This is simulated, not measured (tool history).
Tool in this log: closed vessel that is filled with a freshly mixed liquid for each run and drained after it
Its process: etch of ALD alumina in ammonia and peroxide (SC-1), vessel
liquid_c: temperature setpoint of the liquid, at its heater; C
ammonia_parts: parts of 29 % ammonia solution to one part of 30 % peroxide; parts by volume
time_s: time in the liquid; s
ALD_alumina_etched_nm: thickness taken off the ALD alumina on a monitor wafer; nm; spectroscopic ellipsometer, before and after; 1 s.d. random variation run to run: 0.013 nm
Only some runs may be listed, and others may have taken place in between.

run,hour,liquid_c,ammonia_parts,time_s,ALD_alumina_etched_nm
1,0,46,0.55,70,2.4797
2,8.5,39.5,0.55,70,1.7131
3,10.1,42,0.55,70,1.9958
4,17.5,38,0.55,70,1.5644
5,26.4,40.5,0.55,70,1.835
6,29.8,42.5,0.55,70,2.0404
7,32.1,49,0.55,70,2.9825

For run 8, what comes out?
8,40.7,48.5,0.55,70,?

Run 8 came out at ALD_alumina_etched_nm 2.8733 nm.

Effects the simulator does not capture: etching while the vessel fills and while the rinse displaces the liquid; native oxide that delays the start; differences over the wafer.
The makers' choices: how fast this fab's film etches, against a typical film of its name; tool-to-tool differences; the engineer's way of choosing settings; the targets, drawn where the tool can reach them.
